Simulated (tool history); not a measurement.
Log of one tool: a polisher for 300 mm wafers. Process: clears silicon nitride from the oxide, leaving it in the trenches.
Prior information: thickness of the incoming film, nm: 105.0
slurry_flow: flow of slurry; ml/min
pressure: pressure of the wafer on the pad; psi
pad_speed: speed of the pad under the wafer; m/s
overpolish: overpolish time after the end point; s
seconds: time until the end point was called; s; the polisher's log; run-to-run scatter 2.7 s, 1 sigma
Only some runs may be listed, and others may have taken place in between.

{"run": 1, "hour": 0.0, "slurry_flow": 280, "pressure": 2.3, "pad_speed": 1.08, "overpolish": 9, "seconds": 143.77}
{"run": 2, "hour": 7.6, "slurry_flow": 280, "pressure": 2.1, "pad_speed": 1.08, "overpolish": 9, "seconds": 155.01}
{"run": 3, "hour": 11.6, "slurry_flow": 280, "pressure": 1.9, "pad_speed": 1.08, "overpolish": 9, "seconds": 165.18}
{"run": 4, "hour": 18.0, "slurry_flow": 280, "pressure": 1.8, "pad_speed": 1.08, "overpolish": 9, "seconds": 169.0}
{"hour": 20.1, "done": "slurry nozzle cleaned"}
{"run": 5, "hour": 20.1, "slurry_flow": 280, "pressure": 1.7, "pad_speed": 1.08, "overpolish": 9, "seconds": 171.5}
{"run": 6, "hour": 25.3, "slurry_flow": 280, "pressure": 2.1, "pad_speed": 1.08, "overpolish": 9, "seconds": 144.49}

What will run 7 give?
{"run": 7, "hour": 34.2, "slurry_flow": 280, "pressure": 1.9, "pad_speed": 1.08, "overpolish": 9, "seconds": "?"}

Logged for run 7: seconds 157.94 s.
